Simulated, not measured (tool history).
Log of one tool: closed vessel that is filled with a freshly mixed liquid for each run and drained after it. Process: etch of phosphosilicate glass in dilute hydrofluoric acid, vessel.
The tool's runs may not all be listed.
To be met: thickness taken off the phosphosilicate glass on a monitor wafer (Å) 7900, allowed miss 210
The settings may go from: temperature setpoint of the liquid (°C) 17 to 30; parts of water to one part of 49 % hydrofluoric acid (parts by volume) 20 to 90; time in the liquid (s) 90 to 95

run,hour,temperature setpoint of the liquid (°C),parts of water to one part of 49 % hydrofluoric acid (parts by volume),time in the liquid (s),thickness taken off the phosphosilicate glass on a monitor wafer (Å)
1,0,22,50,90,2580
2,5.2,22,50,90,2562.8
3,5.8,24,50,90,2804.9
4,11.4,24,65,90,2118.7
5,14.4,24,75,90,1803.3
6,17.9,25,65,90,2206.9
7,26.1,26,55,90,2754.9
8,33.6,27,50,90,3185.5
9,41.8,27.5,45,90,3616.7
10,47.4,28,40,90,4168
11,49.3,30,20,95,9796.5
12,53,29,20,95,9494.8
13,58.7,28,20,95,9043
14,65.2,27.5,20,95,8924.4
15,72.9,27.5,20,95,8979.7
16,73.6,27,20,95,8722.1
17,77.9,26.5,20,95,8543.2
18,80.9,26,20,95,8377.9
19,89.8,25.5,20,95,8162.8
# hour 93.5: thermometer replaced
20,93.5,25,20,95,8805.2
21,96.2,24,20,95,8490.2

4 next moves are on the table. One of them brings every result within its allowed miss. Which?
A,98.9,26,20,95,?
B,98.9,22.5,20,95,?
C,98.9,25.5,20,95,?
D,98.9,24.5,20,95,?

move,thickness taken off the phosphosilicate glass on a monitor wafer (Å)
A,9235.3
B,7968.4
C,9044.7
D,8673.3
A: further off than the last run
B: meets every target
C: further off than the last run
D: further off than the last run
Answer: B
